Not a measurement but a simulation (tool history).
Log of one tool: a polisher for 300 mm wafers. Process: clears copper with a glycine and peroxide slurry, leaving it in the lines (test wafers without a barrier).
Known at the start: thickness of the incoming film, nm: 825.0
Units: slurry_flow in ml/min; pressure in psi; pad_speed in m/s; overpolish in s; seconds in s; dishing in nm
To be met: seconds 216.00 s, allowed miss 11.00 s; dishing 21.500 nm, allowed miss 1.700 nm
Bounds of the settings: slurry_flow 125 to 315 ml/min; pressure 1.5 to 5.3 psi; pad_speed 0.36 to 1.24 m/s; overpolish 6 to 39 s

Run 1, hour 0.0: slurry_flow 205 ml/min, pressure 3.4 psi, pad_speed 0.80 m/s, overpolish 20 s. Result: seconds 146.48 s, dishing 47.761 nm.
Run 2, hour 2.1: slurry_flow 205 ml/min, pressure 3.4 psi, pad_speed 0.64 m/s, overpolish 20 s. Result: seconds 175.96 s, dishing 45.196 nm.
Run 3, hour 5.3: slurry_flow 195 ml/min, pressure 3.2 psi, pad_speed 0.66 m/s, overpolish 19 s. Result: seconds 180.27 s, dishing 43.349 nm.
Run 4, hour 9.2: slurry_flow 195 ml/min, pressure 3.8 psi, pad_speed 0.66 m/s, overpolish 19 s. Result: seconds 158.85 s, dishing 45.120 nm.
Run 5, hour 14.5: slurry_flow 230 ml/min, pressure 3.8 psi, pad_speed 0.66 m/s, overpolish 19 s. Result: seconds 153.00 s, dishing 46.836 nm.
Run 6, hour 23.0: slurry_flow 230 ml/min, pressure 3.8 psi, pad_speed 0.66 m/s, overpolish 12 s. Result: seconds 157.61 s, dishing 35.899 nm.
Run 7, hour 25.5: slurry_flow 220 ml/min, pressure 3.7 psi, pad_speed 0.66 m/s, overpolish 11 s. Result: seconds 157.41 s, dishing 32.993 nm.
Run 8, hour 29.2: slurry_flow 210 ml/min, pressure 3.6 psi, pad_speed 0.66 m/s, overpolish 10 s. Result: seconds 168.09 s, dishing 30.774 nm.
Run 9, hour 36.1: slurry_flow 200 ml/min, pressure 3.5 psi, pad_speed 0.66 m/s, overpolish 10 s. Result: seconds 167.94 s, dishing 30.217 nm.
Run 10, hour 37.0: slurry_flow 195 ml/min, pressure 3.4 psi, pad_speed 0.66 m/s, overpolish 10 s. Result: seconds 174.61 s, dishing 29.717 nm.
Run 11, hour 44.0: slurry_flow 190 ml/min, pressure 3.3 psi, pad_speed 0.66 m/s, overpolish 10 s. Result: seconds 176.73 s, dishing 29.800 nm.
Run 12, hour 51.6: slurry_flow 185 ml/min, pressure 3.2 psi, pad_speed 0.66 m/s, overpolish 10 s. Result: seconds 180.66 s, dishing 28.301 nm.
Run 13, hour 56.5: slurry_flow 185 ml/min, pressure 3.1 psi, pad_speed 0.66 m/s, overpolish 10 s. Result: seconds 188.60 s, dishing 27.393 nm.
Run 14, hour 63.5: slurry_flow 185 ml/min, pressure 3.0 psi, pad_speed 0.66 m/s, overpolish 10 s. Result: seconds 187.85 s, dishing 27.894 nm.
Run 15, hour 70.3: slurry_flow 130 ml/min, pressure 2.7 psi, pad_speed 0.58 m/s, overpolish 6 s. Result: seconds 247.75 s, dishing 15.250 nm.
Run 16, hour 78.2: slurry_flow 135 ml/min, pressure 2.7 psi, pad_speed 0.58 m/s, overpolish 6 s. Result: seconds 242.33 s, dishing 14.788 nm.
Run 17, hour 84.3: slurry_flow 140 ml/min, pressure 2.7 psi, pad_speed 0.58 m/s, overpolish 6 s. Result: seconds 245.34 s, dishing 14.961 nm.
Run 18, hour 85.1: slurry_flow 145 ml/min, pressure 2.7 psi, pad_speed 0.58 m/s, overpolish 6 s. Result: seconds 244.94 s, dishing 15.099 nm.
Run 19, hour 89.6: slurry_flow 150 ml/min, pressure 2.7 psi, pad_speed 0.58 m/s, overpolish 6 s. Result: seconds 248.25 s, dishing 15.562 nm.
Run 20, hour 97.1: slurry_flow 155 ml/min, pressure 2.7 psi, pad_speed 0.58 m/s, overpolish 6 s. Result: seconds 233.92 s, dishing 14.559 nm.
Run 21, hour 102.0: slurry_flow 155 ml/min, pressure 2.8 psi, pad_speed 0.58 m/s, overpolish 6 s. Result: seconds 230.08 s, dishing 16.158 nm.
Run 22, hour 109.9: slurry_flow 155 ml/min, pressure 3.3 psi, pad_speed 0.54 m/s, overpolish 16 s. Result: seconds 221.02 s, dishing 36.484 nm.
Run 23, hour 112.2: slurry_flow 155 ml/min, pressure 3.2 psi, pad_speed 0.56 m/s, overpolish 16 s. Result: seconds 212.50 s, dishing 35.441 nm.
Run 24, hour 119.4: slurry_flow 125 ml/min, pressure 2.2 psi, pad_speed 0.78 m/s, overpolish 6 s. Result: seconds 229.10 s, dishing 15.703 nm.
Run 25, hour 125.6: slurry_flow 130 ml/min, pressure 2.2 psi, pad_speed 0.78 m/s, overpolish 6 s. Result: seconds 233.78 s, dishing 15.332 nm.
Run 26, hour 127.7: slurry_flow 135 ml/min, pressure 2.2 psi, pad_speed 0.78 m/s, overpolish 6 s. Result: seconds 231.05 s, dishing 15.466 nm.
Run 27, hour 131.0: slurry_flow 140 ml/min, pressure 2.2 psi, pad_speed 0.78 m/s, overpolish 6 s. Result: seconds 224.46 s, dishing 15.877 nm.
Run 28, hour 133.1: slurry_flow 160 ml/min, pressure 2.3 psi, pad_speed 0.78 m/s, overpolish 16 s. Result: seconds 215.90 s, dishing 35.715 nm.
Run 29, hour 141.2: slurry_flow 160 ml/min, pressure 2.3 psi, pad_speed 0.78 m/s, overpolish 15 s. Result: seconds 212.65 s, dishing 34.074 nm.

Which of these 5 next moves meets every target?
Run A, hour 149.3: slurry_flow 145 ml/min, pressure 2.3 psi, pad_speed 0.74 m/s, overpolish 13 s. Result: seconds ?, dishing ?.
Run B, hour 149.3: slurry_flow 130 ml/min, pressure 2.1 psi, pad_speed 0.88 m/s, overpolish 8 s. Result: seconds ?, dishing ?.
Run C, hour 149.3: slurry_flow 180 ml/min, pressure 2.6 psi, pad_speed 0.64 m/s, overpolish 11 s. Result: seconds ?, dishing ?.
Run D, hour 149.3: slurry_flow 195 ml/min, pressure 2.1 psi, pad_speed 0.78 m/s, overpolish 24 s. Result: seconds ?, dishing ?.
Run E, hour 149.3: slurry_flow 200 ml/min, pressure 2.0 psi, pad_speed 0.96 m/s, overpolish 11 s. Result: seconds ?, dishing ?.

move  seconds  dishing
   A   229.39   28.281
   B   221.13   19.931
   C   223.91   25.595
   D   223.66   42.028
   E   197.80   27.548
A: nearer than the last run, and not there yet
B: meets every target
C: nearer than the last run, and not there yet
D: further off than the last run
E: nearer than the last run, and not there yet
Move B is the one to make.
